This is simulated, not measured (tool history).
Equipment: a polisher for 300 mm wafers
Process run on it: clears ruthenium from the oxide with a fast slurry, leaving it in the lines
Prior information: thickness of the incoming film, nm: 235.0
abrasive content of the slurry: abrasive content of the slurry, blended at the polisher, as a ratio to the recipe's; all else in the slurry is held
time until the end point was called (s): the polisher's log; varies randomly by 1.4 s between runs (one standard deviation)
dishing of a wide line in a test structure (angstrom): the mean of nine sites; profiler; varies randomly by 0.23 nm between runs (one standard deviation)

run	hour	flow of slurry (ml/min)	pressure of the wafer on the pad (psi)	speed of the pad under the wafer (cm/s)	abrasive content of the slurry	overpolish time after the end point (s)	time until the end point was called (s)	dishing of a wide line in a test structure (angstrom)
1	0	135	2.2	92	1	12	73.932	299.51
2	8.1	105	2.2	92	1	12	79.632	286.89
3	12.6	120	2.1	92	1	10	78.999	238.3
4	20	130	2	92	1	9	83.758	214.97
5	24.1	135	2	92	1	8	83.249	190.05
6	26.8	140	2	92	1	8	80.699	192.71
7	32.9	140	2	92	1	8	82.258	192.42
8	37.3	145	2	92	1	8	78.458	196.04
9	41.5	150	2	92	1	8	79.458	197.48
10	45.2	145	2	92	1	6	80.94	148.96

Run 11, settings as shown, results not yet in. Your forecast:
11	53.9	145	2	94	1	6	?	?

For run 11 the tool returned time until the end point was called (s) 80.755, dishing of a wide line in a test structure (angstrom) 150.81.
